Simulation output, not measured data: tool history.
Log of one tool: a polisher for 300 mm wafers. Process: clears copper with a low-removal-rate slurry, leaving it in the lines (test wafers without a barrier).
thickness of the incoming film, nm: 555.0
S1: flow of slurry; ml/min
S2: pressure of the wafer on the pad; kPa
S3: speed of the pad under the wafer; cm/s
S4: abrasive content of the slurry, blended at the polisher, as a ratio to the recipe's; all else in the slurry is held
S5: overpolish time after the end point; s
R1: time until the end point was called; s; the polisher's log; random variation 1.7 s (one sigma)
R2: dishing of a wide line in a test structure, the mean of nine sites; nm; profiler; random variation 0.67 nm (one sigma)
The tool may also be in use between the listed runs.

run	day	S1	S2	S3	S4	S5	R1	R2
1	0.000	270	26.9	116	1.0	24	168.69	43.219
2	0.300	240	26.9	116	1.0	24	171.99	43.056
3	0.500	200	26.9	116	1.0	24	172.42	43.324
4	0.758	200	26.9	138	1.0	24	150.71	45.974
5	1.017	200	24.1	138	1.0	24	166.70	43.448
# day 1.154: head pressure recalibrated
6	1.154	215	26.2	142	1.0	20	137.73	44.199
7	1.512	230	25.5	144	1.0	17	137.16	39.955

Run 8 comes next. What will it give?
8	1.771	240	31.0	148	1.0	7	?	?

{"run 8": {"R1": 111.95, "R2": 25.118}}
